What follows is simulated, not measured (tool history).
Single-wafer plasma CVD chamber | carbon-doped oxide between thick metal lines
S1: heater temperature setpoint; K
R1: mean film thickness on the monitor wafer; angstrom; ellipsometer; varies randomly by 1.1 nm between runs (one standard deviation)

run 1 hour=0 | S1=608.15 chamber_pressure_(Torr)=5.8 RF_power_(W)=660 deposition_time_(s)=101 | R1=6347.8
run 2 hour=5.1 | S1=608.15 chamber_pressure_(Torr)=5.41 RF_power_(W)=660 deposition_time_(s)=101 | R1=6284.8
run 3 hour=13 | S1=604.15 chamber_pressure_(Torr)=5.41 RF_power_(W)=660 deposition_time_(s)=101 | R1=6364.9
run 4 hour=14.8 | S1=604.15 chamber_pressure_(Torr)=5.41 RF_power_(W)=715 deposition_time_(s)=101 | R1=6579.6
run 5 hour=16.3 | S1=604.15 chamber_pressure_(Torr)=5.41 RF_power_(W)=715 deposition_time_(s)=101 | R1=6581.1
run 6 hour=21.8 | S1=604.15 chamber_pressure_(Torr)=5.41 RF_power_(W)=620 deposition_time_(s)=101 | R1=6191.9

Predict the results of run 7:
run 7 hour=30.2 | S1=607.15 chamber_pressure_(Torr)=5.16 RF_power_(W)=580 deposition_time_(s)=100 | R1=?

{"run 7": {"R1": 5887.7}}
